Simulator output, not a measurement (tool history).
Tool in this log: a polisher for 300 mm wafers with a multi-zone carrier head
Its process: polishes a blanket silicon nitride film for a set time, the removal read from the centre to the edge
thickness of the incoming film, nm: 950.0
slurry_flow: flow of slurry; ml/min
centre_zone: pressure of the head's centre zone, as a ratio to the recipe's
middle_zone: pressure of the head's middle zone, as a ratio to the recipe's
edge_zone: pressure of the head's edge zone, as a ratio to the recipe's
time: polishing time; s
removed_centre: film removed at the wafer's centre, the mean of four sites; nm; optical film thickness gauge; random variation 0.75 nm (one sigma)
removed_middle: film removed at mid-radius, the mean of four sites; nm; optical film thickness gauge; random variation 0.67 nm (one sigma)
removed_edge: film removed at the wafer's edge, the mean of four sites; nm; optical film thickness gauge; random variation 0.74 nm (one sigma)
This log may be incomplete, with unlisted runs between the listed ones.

run    day  slurry_flow  centre_zone  middle_zone  edge_zone  time  removed_centre  removed_middle  removed_edge
  1  0.000          190         1.00         1.00       1.00    79         122.250         122.050       122.450
  2  0.242          190         1.00         1.00       1.07    79         122.280         121.970       128.190
  3  0.596          190         0.92         1.00       1.07    79         114.940         124.930       124.600
  4  0.679          190         0.96         1.00       1.07    79         117.570         125.010       128.130
  5  0.900          175         0.97         0.94       1.03    68         100.600          99.124       107.940
  6  0.946          175         0.97         0.94       1.10    68          99.392          99.071       111.560
  7  1.142          170         0.98         0.91       1.03    61          89.727          87.804        96.932
  8  1.508          160         1.00         0.88       0.99    57          84.139          77.669        87.914
  9  1.871          150         1.01         0.86       0.96    56          81.770          73.661        83.139

For run 10, what comes out?
 10  1.954          150         1.01         0.86       0.96    56               ?               ?             ?

removed_centre: 82.871 nm
removed_middle: 73.729 nm
removed_edge: 82.815 nm

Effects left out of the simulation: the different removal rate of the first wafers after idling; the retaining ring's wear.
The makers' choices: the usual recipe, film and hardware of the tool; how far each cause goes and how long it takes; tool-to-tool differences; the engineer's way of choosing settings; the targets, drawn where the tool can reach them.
